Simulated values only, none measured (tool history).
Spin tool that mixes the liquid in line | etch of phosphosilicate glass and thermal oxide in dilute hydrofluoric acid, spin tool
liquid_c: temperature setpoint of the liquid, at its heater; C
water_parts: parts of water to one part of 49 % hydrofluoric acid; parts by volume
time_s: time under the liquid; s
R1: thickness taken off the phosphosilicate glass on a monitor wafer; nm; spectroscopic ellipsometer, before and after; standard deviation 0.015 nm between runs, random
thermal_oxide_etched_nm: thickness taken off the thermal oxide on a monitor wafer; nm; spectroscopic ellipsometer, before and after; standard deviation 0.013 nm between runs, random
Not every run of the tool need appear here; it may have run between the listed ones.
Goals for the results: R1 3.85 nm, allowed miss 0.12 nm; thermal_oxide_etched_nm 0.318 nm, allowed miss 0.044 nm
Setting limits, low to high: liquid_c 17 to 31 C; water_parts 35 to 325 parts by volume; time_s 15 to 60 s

run 1 hour=0 | liquid_c=23 water_parts=180 time_s=30 | R1=9.2098 thermal_oxide_etched_nm=0.73145
run 2 hour=5.5 | liquid_c=23 water_parts=180 time_s=25 | R1=7.6786 thermal_oxide_etched_nm=0.67028
run 3 hour=13.8 | liquid_c=22.5 water_parts=190 time_s=25 | R1=7.1215 thermal_oxide_etched_nm=0.5801
run 4 hour=14.9 | liquid_c=22.5 water_parts=200 time_s=25 | R1=6.6393 thermal_oxide_etched_nm=0.5376
run 5 hour=15.5 | liquid_c=22 water_parts=205 time_s=25 | R1=6.3374 thermal_oxide_etched_nm=0.52601
-- hour=19.1 hydrofluoric acid flow meter replaced
run 6 hour=19.1 | liquid_c=21.5 water_parts=210 time_s=25 | R1=5.6294 thermal_oxide_etched_nm=0.48754
run 7 hour=27.8 | liquid_c=21 water_parts=215 time_s=25 | R1=5.3499 thermal_oxide_etched_nm=0.42325
run 8 hour=32.9 | liquid_c=21 water_parts=270 time_s=25 | R1=4.0705 thermal_oxide_etched_nm=0.33084

Consider the 4 candidate settings below. Which is the only one whose results all fall within their allowed miss of target?
run A hour=38 | liquid_c=18.5 water_parts=325 time_s=35 | R1=? thermal_oxide_etched_nm=?
run B hour=38 | liquid_c=21.5 water_parts=310 time_s=30 | R1=? thermal_oxide_etched_nm=?
run C hour=38 | liquid_c=18 water_parts=255 time_s=25 | R1=? thermal_oxide_etched_nm=?
run D hour=38 | liquid_c=20 water_parts=300 time_s=30 | R1=? thermal_oxide_etched_nm=?

move=A R1=4.1253 thermal_oxide_etched_nm=0.32371
move=B R1=4.1869 thermal_oxide_etched_nm=0.32855
move=C R1=3.9163 thermal_oxide_etched_nm=0.30731
move=D R1=4.1358 thermal_oxide_etched_nm=0.32454
A: moves away from the targets compared with the last run
B: moves away from the targets compared with the last run
C: meets every target
D: moves away from the targets compared with the last run
C meets every target.
